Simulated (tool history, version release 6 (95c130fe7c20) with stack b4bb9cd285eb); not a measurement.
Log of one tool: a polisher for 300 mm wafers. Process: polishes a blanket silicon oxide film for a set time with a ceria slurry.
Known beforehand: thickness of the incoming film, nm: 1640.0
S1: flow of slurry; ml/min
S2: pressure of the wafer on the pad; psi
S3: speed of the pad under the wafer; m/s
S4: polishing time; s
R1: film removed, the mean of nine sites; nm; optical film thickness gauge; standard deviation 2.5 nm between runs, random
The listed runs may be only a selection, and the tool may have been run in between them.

run  hour   S1   S2    S3  S4      R1
  1   0.0  180  2.1  1.30  49  221.41
  2   2.8  180  2.1  1.14  49  197.37
  3   4.8  195  2.4  1.16  49  229.43
  4   9.2  195  2.4  1.16  49  230.44
  5  16.8  195  2.7  1.16  49  255.62
  6  23.1  195  2.7  1.16  49  256.09
  7  32.1  210  2.8  1.20  49  281.50
  8  35.1  225  2.9  1.22  49  291.38
  9  43.8  225  3.0  1.26  49  311.09
 10  51.3  225  3.1  1.30  49  334.19
 11  54.8  225  3.1  1.32  49  338.67

What will run 12 give?
 12  58.6  225  3.1  1.34  49   ?

{"run 12": {"R1": 350.5}}
